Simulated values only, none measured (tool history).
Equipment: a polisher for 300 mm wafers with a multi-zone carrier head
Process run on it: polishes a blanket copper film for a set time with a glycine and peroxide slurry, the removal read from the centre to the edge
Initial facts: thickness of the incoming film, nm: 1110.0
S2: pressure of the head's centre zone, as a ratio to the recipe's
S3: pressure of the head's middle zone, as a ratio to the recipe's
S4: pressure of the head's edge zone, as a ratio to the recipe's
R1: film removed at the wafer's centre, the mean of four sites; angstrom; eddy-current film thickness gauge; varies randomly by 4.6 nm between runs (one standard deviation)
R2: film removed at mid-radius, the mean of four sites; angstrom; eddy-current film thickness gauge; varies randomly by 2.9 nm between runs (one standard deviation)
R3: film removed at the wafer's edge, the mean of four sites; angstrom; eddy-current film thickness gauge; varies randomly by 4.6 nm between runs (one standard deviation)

run 1 day=0.000 | flow_of_slurry_(ml/min)=225 S2=1.00 S3=1.00 S4=1.00 polishing_time_(s)=51 | R1=3396.4 R2=3538.4 R3=3422.8
run 2 day=0.158 | flow_of_slurry_(ml/min)=225 S2=1.07 S3=1.00 S4=1.00 polishing_time_(s)=51 | R1=3674.9 R2=3532.4 R3=3416.7
run 3 day=0.362 | flow_of_slurry_(ml/min)=225 S2=1.07 S3=1.00 S4=1.05 polishing_time_(s)=51 | R1=3668.9 R2=3494.6 R3=3515.5
run 4 day=0.733 | flow_of_slurry_(ml/min)=225 S2=1.07 S3=1.00 S4=1.05 polishing_time_(s)=63 | R1=4522.2 R2=4366.4 R3=4329.1
run 5 day=0.829 | flow_of_slurry_(ml/min)=195 S2=1.07 S3=1.00 S4=1.05 polishing_time_(s)=63 | R1=4474.0 R2=4288.0 R3=4270.3
run 6 day=1.158 | flow_of_slurry_(ml/min)=150 S2=1.07 S3=1.00 S4=1.05 polishing_time_(s)=63 | R1=4419.8 R2=4256.6 R3=4153.1

Run 7, settings as shown, results not yet in. Your forecast:
run 7 day=1.508 | flow_of_slurry_(ml/min)=150 S2=1.11 S3=0.99 S4=1.03 polishing_time_(s)=63 | R1=? R2=? R3=?

{"run 7": {"R1": 4519.2, "R2": 4147.6, "R3": 4155.7}}
